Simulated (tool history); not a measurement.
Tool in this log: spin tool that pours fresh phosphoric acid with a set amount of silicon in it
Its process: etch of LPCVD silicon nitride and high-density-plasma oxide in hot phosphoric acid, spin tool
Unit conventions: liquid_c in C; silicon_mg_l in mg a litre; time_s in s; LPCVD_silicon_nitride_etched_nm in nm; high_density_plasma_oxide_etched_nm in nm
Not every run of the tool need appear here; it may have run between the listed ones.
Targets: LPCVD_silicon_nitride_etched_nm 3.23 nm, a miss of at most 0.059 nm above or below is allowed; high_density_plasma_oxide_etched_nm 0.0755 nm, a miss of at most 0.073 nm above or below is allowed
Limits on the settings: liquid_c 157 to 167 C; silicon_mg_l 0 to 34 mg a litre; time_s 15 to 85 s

run  hour  liquid_c  silicon_mg_l  time_s  LPCVD_silicon_nitride_etched_nm  high_density_plasma_oxide_etched_nm
  1     0       162            15      45                           3.8899                             0.093718
  2   3.6       162            15      60                           5.1588                              0.17758
  3   6.1       162            15      40                           3.4367                             0.072367
  4  10.8     161.5            14      40                           3.3675                              0.12973
  5  13.7     161.5          17.5      40                           3.4068                              0.10859
  6  17.8     161.5          15.5      40                           3.4266                              0.11147
  7  24.4     161.5            16      40                           3.3858                              0.12799
  8  30.1     161.5            15      40                           3.3971                              0.12901
  9    32     161.5            17      40                           3.4287                              0.10654
 10  33.1     161.5            17      40                           3.3801                             0.053867
 11  38.8       161          16.5      40                           3.3459                              0.09163

Consider the 4 candidate settings below. Which is the only one whose results all fall within their allowed miss of target?
  A  44.5     161.5          12.5      40                                ?                                    ?
  B  44.5       160            24      40                                ?                                    ?
  C  44.5       161          10.5      40                                ?                                    ?
  D  44.5       163            21      40                                ?                                    ?

move  LPCVD_silicon_nitride_etched_nm  high_density_plasma_oxide_etched_nm
   A                           3.3817                              0.11393
   B                           3.2161                             0.071436
   C                           3.3257                              0.11564
   D                           3.5546                             0.098913
A: misses by more than the last run did
B: all results in spec
C: closes in on the targets versus the last run, not all within tolerance yet
D: misses by more than the last run did
Answer: B
